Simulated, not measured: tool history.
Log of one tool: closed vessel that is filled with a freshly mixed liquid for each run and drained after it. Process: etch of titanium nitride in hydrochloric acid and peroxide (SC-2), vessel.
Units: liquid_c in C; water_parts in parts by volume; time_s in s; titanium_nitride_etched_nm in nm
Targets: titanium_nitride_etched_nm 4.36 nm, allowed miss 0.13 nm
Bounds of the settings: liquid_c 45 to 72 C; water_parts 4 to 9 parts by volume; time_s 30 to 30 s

run  hour  liquid_c  water_parts  time_s  titanium_nitride_etched_nm
  1     0        61            5      30                      3.3223
  2   8.8      62.5            5      30                      3.6404
  3  13.2      63.5            5      30                      3.8976
  4  20.5      63.5            5      30                      3.9029
  5  21.9      58.5            5      30                      2.8754
  6  23.4      58.5          6.5      30                       2.337
  7  26.8      61.5          6.5      30                      2.7829
  8  29.6        64          6.5      30                      3.3218
  9  38.2      65.5          6.5      30                      3.5935
 10  41.1      65.5          6.5      30                      3.6257
 11  49.7      66.5          6.5      30                      3.8963
 12  51.7        67          6.5      30                      3.9302

5 next moves are on the table. One of them brings every result within its allowed miss. Which?
  A  53.7        69          7.5      30                           ?
  B  53.7        72          8.5      30                           ?
  C  53.7      68.5            7      30                           ?
  D  53.7      66.5            6      30                           ?
  E  53.7      67.5          5.5      30                           ?

move  titanium_nitride_etched_nm
   A                      3.9774
   B                      4.2949
   C                      4.0752
   D                      4.0661
   E                      4.6062
A: nearer than the last run, and not there yet
B: meets every target
C: nearer than the last run, and not there yet
D: nearer than the last run, and not there yet
E: takes the result that was furthest off past its target
Answer: B
